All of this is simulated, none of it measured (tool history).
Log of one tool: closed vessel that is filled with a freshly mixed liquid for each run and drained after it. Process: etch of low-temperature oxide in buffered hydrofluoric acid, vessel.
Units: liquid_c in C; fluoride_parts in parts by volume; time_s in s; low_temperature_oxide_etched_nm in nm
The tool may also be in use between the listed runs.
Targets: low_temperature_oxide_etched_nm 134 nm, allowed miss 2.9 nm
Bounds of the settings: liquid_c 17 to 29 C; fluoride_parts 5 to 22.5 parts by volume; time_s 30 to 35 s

run	hour	liquid_c	fluoride_parts	time_s	low_temperature_oxide_etched_nm
1	0	21	13.5	35	102.14
2	7	18	13.5	35	86.825
3	14.4	19.5	13.5	35	93.684
4	20.8	17	13.5	35	80.238
5	23.3	17	13.5	35	80.716
6	27.5	17	13.5	30	69.563
7	36.6	19	13.5	30	78.114
8	39.7	21	13.5	30	86.824
9	46.3	22.5	13.5	30	95.72
10	53.6	26.5	13.5	30	117.86
11	54.7	27	13.5	30	121.64
12	60.5	27.5	13.5	30	124.45
13	62.3	27.5	13.5	30	125.8
14	71.2	28	13.5	30	127.59

5 next moves are on the table. One of them brings every result within its allowed miss. Which?
A	80.1	26.5	13	35	?
B	80.1	28.5	12.5	30	?
C	80.1	27.5	14	35	?
D	80.1	25.5	12.5	35	?
E	80.1	26.5	14	35	?

move	low_temperature_oxide_etched_nm
A	143.23
B	141.94
C	140.53
D	141.03
E	133.2
A: takes the result that was furthest off past its target
B: takes the result that was furthest off past its target
C: takes the result that was furthest off past its target
D: takes the result that was furthest off past its target
E: meets every target
The right move is E.
